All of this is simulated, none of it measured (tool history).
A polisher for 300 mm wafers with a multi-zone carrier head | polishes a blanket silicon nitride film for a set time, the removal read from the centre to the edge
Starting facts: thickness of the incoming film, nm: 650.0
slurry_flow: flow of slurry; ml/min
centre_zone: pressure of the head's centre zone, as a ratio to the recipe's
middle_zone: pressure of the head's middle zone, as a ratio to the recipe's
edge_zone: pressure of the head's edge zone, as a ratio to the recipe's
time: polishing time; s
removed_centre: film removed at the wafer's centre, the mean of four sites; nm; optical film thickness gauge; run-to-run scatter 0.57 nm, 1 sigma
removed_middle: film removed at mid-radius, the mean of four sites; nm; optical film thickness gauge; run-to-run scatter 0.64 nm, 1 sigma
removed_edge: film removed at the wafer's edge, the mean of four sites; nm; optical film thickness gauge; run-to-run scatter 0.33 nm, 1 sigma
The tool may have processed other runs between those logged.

run  hour  slurry_flow  centre_zone  middle_zone  edge_zone  time  removed_centre  removed_middle  removed_edge
  1     0          215            1            1          1    31          43.102          43.484        45.183
  2   4.6          215            1            1          1    26          36.355          36.351        37.618
  3  13.5          220         0.99         1.03       1.02    26           36.64          38.161        37.974
  4  19.6          220         0.99         1.03       0.98    26           36.27          37.712        37.322
  5    24          220         1.07         1.03       0.98    26          40.623          36.763        36.852
  6    26          220         1.07         1.03       0.98    30          45.179          44.026        42.382
  7    28          185         0.97         1.06          1    30          40.679          43.712        41.915

Expected results for the next run?
  8  34.3          185         0.96         1.06          1    30               ?               ?             ?

For run 8 the tool returned removed_centre 39.471 nm, removed_middle 44.461 nm, removed_edge 42.558 nm.
